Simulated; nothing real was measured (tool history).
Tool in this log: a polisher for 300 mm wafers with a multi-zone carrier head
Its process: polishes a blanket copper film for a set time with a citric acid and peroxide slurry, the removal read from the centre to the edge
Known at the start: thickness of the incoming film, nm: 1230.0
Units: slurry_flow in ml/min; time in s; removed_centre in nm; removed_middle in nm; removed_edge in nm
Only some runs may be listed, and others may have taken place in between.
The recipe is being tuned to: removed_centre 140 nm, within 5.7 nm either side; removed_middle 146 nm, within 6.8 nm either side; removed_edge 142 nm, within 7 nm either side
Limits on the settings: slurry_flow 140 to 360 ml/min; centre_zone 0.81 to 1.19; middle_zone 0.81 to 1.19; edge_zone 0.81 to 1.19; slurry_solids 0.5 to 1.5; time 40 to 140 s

run 1 hour=0 | slurry_flow=230 centre_zone=1 middle_zone=1 edge_zone=1 slurry_solids=1 time=90 | removed_centre=206.75 removed_middle=214.29 removed_edge=207.24
run 2 hour=1.1 | slurry_flow=230 centre_zone=0.99 middle_zone=0.99 edge_zone=0.98 slurry_solids=0.9 time=86 | removed_centre=194.37 removed_middle=195.81 removed_edge=197.94
run 3 hour=9.1 | slurry_flow=230 centre_zone=0.95 middle_zone=0.99 edge_zone=0.98 slurry_solids=0.9 time=86 | removed_centre=184.74 removed_middle=196.63 removed_edge=191.73
run 4 hour=10.2 | slurry_flow=230 centre_zone=0.95 middle_zone=0.94 edge_zone=0.98 slurry_solids=0.9 time=86 | removed_centre=186.37 removed_middle=185.43 removed_edge=194.8
run 5 hour=11.5 | slurry_flow=230 centre_zone=0.95 middle_zone=0.94 edge_zone=0.98 slurry_solids=0.9 time=107 | removed_centre=234.26 removed_middle=236.56 removed_edge=240.86
run 6 hour=15.8 | slurry_flow=230 centre_zone=0.95 middle_zone=1.01 edge_zone=0.98 slurry_solids=0.9 time=107 | removed_centre=229.66 removed_middle=246.63 removed_edge=237.3
run 7 hour=18.7 | slurry_flow=230 centre_zone=0.95 middle_zone=1.01 edge_zone=0.96 slurry_solids=0.85 time=100 | removed_centre=214.62 removed_middle=231.94 removed_edge=221.07
run 8 hour=22.6 | slurry_flow=220 centre_zone=0.96 middle_zone=0.96 edge_zone=0.91 slurry_solids=0.6 time=75 | removed_centre=151.96 removed_middle=153.85 removed_edge=153.25
run 9 hour=29.3 | slurry_flow=215 centre_zone=0.95 middle_zone=0.96 edge_zone=0.9 slurry_solids=0.6 time=75 | removed_centre=151.96 removed_middle=154.91 removed_edge=151.77
run 10 hour=36.8 | slurry_flow=215 centre_zone=0.94 middle_zone=0.96 edge_zone=0.89 slurry_solids=0.6 time=75 | removed_centre=150.83 removed_middle=159.44 removed_edge=148.83
run 11 hour=38.9 | slurry_flow=215 centre_zone=0.93 middle_zone=0.95 edge_zone=0.89 slurry_solids=0.6 time=75 | removed_centre=146.87 removed_middle=152.35 removed_edge=150.12
run 12 hour=44.7 | slurry_flow=215 centre_zone=0.93 middle_zone=0.95 edge_zone=0.88 slurry_solids=0.6 time=75 | removed_centre=150.91 removed_middle=154.41 removed_edge=149.52

Which single option among these 4 for the next run brings every result within its allowed miss of target? Just one does.
run A hour=50.5 | slurry_flow=250 centre_zone=0.96 middle_zone=1 edge_zone=0.96 slurry_solids=0.5 time=69 | removed_centre=? removed_middle=? removed_edge=?
run B hour=50.5 | slurry_flow=140 centre_zone=0.81 middle_zone=1.07 edge_zone=0.97 slurry_solids=0.5 time=82 | removed_centre=? removed_middle=? removed_edge=?
run C hour=50.5 | slurry_flow=230 centre_zone=0.93 middle_zone=0.93 edge_zone=0.91 slurry_solids=0.5 time=79 | removed_centre=? removed_middle=? removed_edge=?
run D hour=50.5 | slurry_flow=190 centre_zone=0.97 middle_zone=0.9 edge_zone=0.93 slurry_solids=0.7 time=69 | removed_centre=? removed_middle=? removed_edge=?

move=A removed_centre=140.21 removed_middle=148.21 removed_edge=142.88
move=B removed_centre=125.49 removed_middle=168.9 removed_edge=158.38
move=C removed_centre=153.55 removed_middle=158 removed_edge=158.41
move=D removed_centre=142.61 removed_middle=137.32 removed_edge=144.05
A: all results land within tolerance of their targets
B: moves the result that the last run missed by most past its target, out the other side
C: moves away from the targets compared with the last run
D: puts the biggest miss on target and leaves a different result outside tolerance
Answer: A
